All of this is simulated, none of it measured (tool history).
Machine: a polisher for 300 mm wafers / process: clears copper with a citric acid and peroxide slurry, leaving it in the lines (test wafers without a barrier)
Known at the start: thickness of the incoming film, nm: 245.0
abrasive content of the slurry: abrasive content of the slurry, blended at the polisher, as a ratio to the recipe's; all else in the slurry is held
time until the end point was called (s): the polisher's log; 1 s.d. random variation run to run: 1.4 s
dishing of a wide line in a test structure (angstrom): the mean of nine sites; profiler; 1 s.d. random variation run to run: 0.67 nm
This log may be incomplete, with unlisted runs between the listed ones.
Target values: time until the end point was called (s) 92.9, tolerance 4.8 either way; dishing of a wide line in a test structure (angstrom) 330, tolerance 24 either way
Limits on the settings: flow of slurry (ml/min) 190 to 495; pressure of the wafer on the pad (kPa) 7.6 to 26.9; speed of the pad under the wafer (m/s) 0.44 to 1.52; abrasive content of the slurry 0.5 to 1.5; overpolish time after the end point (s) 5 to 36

run  hour  flow of slurry (ml/min)  pressure of the wafer on the pad (kPa)  speed of the pad under the wafer (m/s)  abrasive content of the slurry  overpolish time after the end point (s)  time until the end point was called (s)  dishing of a wide line in a test structure (angstrom)
  1     0                      320                                    17.2                                    0.98                               1                                       18                                   140.68                                                 188.76
  2   1.4                      320                                    19.3                                    0.98                               1                                       19                                   127.97                                                 232.79
  3    10                      320                                    22.8                                    0.98                               1                                       19                                   105.16                                                 258.22
  4  15.2                      320                                    22.8                                     0.8                               1                                       19                                   132.37                                                 216.48
  5  16.1                      350                                    22.8                                     0.8                               1                                       19                                   130.94                                                  218.8
  6  18.6                      350                                    23.4                                    0.84                               1                                       20                                   121.02                                                 241.83
  7  23.8                      350                                    24.1                                    0.86                               1                                       21                                    116.6                                                 275.43
  8  30.3                      350                                    24.8                                    0.88                               1                                       21                                   111.32                                                 278.24
  9  36.8                      350                                    25.5                                     0.9                               1                                       21                                   104.82                                                 292.32

4 next moves are on the table. One of them brings every result within its allowed miss. Which?
  A  43.3                      400                                    26.9                                    1.12                               1                                       24                                        ?                                                      ?
  B  43.3                      330                                    26.2                                    1.14                            1.05                                       19                                        ?                                                      ?
  C  43.3                      365                                    26.9                                    0.96                             1.1                                       22                                        ?                                                      ?
  D  43.3                      335                                    24.1                                    0.94                             0.9                                       18                                        ?                                                      ?

move  time until the end point was called (s)  dishing of a wide line in a test structure (angstrom)
   A                                   79.465                                                 416.99
   B                                    80.69                                                 343.31
   C                                   91.572                                                 349.46
   D                                    108.3                                                 256.58
A: takes the result that was furthest off past its target
B: takes the result that was furthest off past its target
C: every result within its allowed miss
D: its largest miss is bigger than the last run's
C is the move that brings every result within its allowed miss.

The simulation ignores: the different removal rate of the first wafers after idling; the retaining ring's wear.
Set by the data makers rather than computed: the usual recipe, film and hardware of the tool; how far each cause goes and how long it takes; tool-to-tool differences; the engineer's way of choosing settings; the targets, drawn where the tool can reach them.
